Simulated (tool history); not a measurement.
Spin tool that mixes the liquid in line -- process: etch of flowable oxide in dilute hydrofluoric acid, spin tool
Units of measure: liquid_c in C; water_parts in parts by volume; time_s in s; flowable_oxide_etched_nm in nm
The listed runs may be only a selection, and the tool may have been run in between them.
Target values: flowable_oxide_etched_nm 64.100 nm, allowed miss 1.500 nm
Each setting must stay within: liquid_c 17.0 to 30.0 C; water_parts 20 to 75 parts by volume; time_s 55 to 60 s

Run 1, hour 0.0: liquid_c 22.0 C, water_parts 45 parts by volume, time_s 55 s. Result: flowable_oxide_etched_nm 47.929 nm.
Run 2, hour 8.7: liquid_c 23.5 C, water_parts 45 parts by volume, time_s 55 s. Result: flowable_oxide_etched_nm 50.813 nm.
Run 3, hour 16.1: liquid_c 22.0 C, water_parts 45 parts by volume, time_s 55 s. Result: flowable_oxide_etched_nm 47.919 nm.
Run 4, hour 19.6: liquid_c 22.0 C, water_parts 45 parts by volume, time_s 60 s. Result: flowable_oxide_etched_nm 52.550 nm.
Run 5, hour 22.0: liquid_c 22.0 C, water_parts 45 parts by volume, time_s 60 s. Result: flowable_oxide_etched_nm 52.384 nm.
Run 6, hour 27.1: liquid_c 19.0 C, water_parts 45 parts by volume, time_s 60 s. Result: flowable_oxide_etched_nm 46.124 nm.
Run 7, hour 31.3: liquid_c 20.5 C, water_parts 45 parts by volume, time_s 60 s. Result: flowable_oxide_etched_nm 49.230 nm.
At hour 38.0: hydrofluoric acid flow meter replaced.
Run 8, hour 38.0: liquid_c 24.5 C, water_parts 45 parts by volume, time_s 60 s. Result: flowable_oxide_etched_nm 55.159 nm.
Run 9, hour 39.0: liquid_c 24.5 C, water_parts 45 parts by volume, time_s 60 s. Result: flowable_oxide_etched_nm 55.402 nm.

Pick the move, out of 4, that brings all results within their allowed miss; only one does.
Run A, hour 40.0: liquid_c 23.0 C, water_parts 45 parts by volume, time_s 55 s. Result: flowable_oxide_etched_nm ?.
Run B, hour 40.0: liquid_c 24.0 C, water_parts 55 parts by volume, time_s 60 s. Result: flowable_oxide_etched_nm ?.
Run C, hour 40.0: liquid_c 25.0 C, water_parts 50 parts by volume, time_s 60 s. Result: flowable_oxide_etched_nm ?.
Run D, hour 40.0: liquid_c 28.0 C, water_parts 45 parts by volume, time_s 60 s. Result: flowable_oxide_etched_nm ?.

move  flowable_oxide_etched_nm
   A                    47.988
   B                    44.058
   C                    50.827
   D                    64.210
A: the biggest miss grows against the last run
B: the biggest miss grows against the last run
C: the biggest miss grows against the last run
D: in spec on every target
Move D is the one to make.
